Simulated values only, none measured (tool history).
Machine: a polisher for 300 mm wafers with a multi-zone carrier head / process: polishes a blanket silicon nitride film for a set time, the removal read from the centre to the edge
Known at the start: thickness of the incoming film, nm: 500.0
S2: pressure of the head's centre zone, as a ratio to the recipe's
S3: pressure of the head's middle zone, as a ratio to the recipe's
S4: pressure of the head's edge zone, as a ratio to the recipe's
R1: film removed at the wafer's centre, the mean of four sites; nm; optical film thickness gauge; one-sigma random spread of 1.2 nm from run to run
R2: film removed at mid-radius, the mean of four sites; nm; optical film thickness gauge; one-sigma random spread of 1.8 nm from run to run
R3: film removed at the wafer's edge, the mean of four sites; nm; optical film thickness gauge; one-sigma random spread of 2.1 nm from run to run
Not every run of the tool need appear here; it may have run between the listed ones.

run 1 day=0 | flow_of_slurry_(ml/min)=305 S2=1 S3=1 S4=1 polishing_time_(s)=79 | R1=134.26 R2=137.47 R3=136.86
run 2 day=0.167 | flow_of_slurry_(ml/min)=305 S2=1 S3=1 S4=1.06 polishing_time_(s)=79 | R1=134.43 R2=138.45 R3=142.89
run 3 day=0.346 | flow_of_slurry_(ml/min)=315 S2=1.04 S3=1.01 S4=1.08 polishing_time_(s)=80 | R1=141.67 R2=140.93 R3=147.75
run 4 day=0.433 | flow_of_slurry_(ml/min)=265 S2=1.04 S3=1.01 S4=1.08 polishing_time_(s)=80 | R1=139.58 R2=139.48 R3=141.35
run 5 day=0.492 | flow_of_slurry_(ml/min)=285 S2=1.07 S3=1.02 S4=1.09 polishing_time_(s)=81 | R1=148.31 R2=144.46 R3=146.95
run 6 day=0.658 | flow_of_slurry_(ml/min)=300 S2=1.09 S3=1.02 S4=1.1 polishing_time_(s)=81 | R1=150.03 R2=142.12 R3=146.62

What does the tool deliver on the next run?
run 7 day=0.862 | flow_of_slurry_(ml/min)=310 S2=1.11 S3=1.03 S4=1.11 polishing_time_(s)=82 | R1=? R2=? R3=?

R1: 153.32 nm
R2: 148.11 nm
R3: 150.88 nm

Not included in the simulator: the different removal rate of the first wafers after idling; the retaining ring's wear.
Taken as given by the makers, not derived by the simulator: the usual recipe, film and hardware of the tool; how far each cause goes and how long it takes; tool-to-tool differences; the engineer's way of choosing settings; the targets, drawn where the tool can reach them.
